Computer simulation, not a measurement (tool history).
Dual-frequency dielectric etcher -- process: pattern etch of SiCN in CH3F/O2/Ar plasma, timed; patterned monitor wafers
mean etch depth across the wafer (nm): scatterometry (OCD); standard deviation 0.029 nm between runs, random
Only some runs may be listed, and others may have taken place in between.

| run | hour | source power (kW) | bias power (kW) | etch time (s) | mean etch depth across the wafer (nm) |
|---|---|---|---|---|---|
| 1 | 0 | 0.53 | 0.068 | 37 | 14.486 |
| 2 | 2.4 | 0.53 | 0.068 | 37 | 14.399 |
| 3 | 5.7 | 0.53 | 0.068 | 37 | 14.473 |
| 4 | 8.6 | 0.59 | 0.068 | 37 | 15.266 |
| 5 | 9.2 | 0.53 | 0.061 | 36.5 | 13.638 |
| 6 | 11.1 | 0.48 | 0.057 | 36.5 | 12.577 |
| 7 | 19.3 | 0.44 | 0.055 | 36.5 | 11.761 |
| 8 | 27.8 | 0.41 | 0.055 | 36.5 | 11.211 |
| 9 | 34.9 | 0.39 | 0.055 | 36.5 | 10.861 |

The next listed run, before its measurement:
| 10 | 38.5 | 0.38 | 0.055 | 36.5 | ? |

mean etch depth across the wafer (nm): 10.578

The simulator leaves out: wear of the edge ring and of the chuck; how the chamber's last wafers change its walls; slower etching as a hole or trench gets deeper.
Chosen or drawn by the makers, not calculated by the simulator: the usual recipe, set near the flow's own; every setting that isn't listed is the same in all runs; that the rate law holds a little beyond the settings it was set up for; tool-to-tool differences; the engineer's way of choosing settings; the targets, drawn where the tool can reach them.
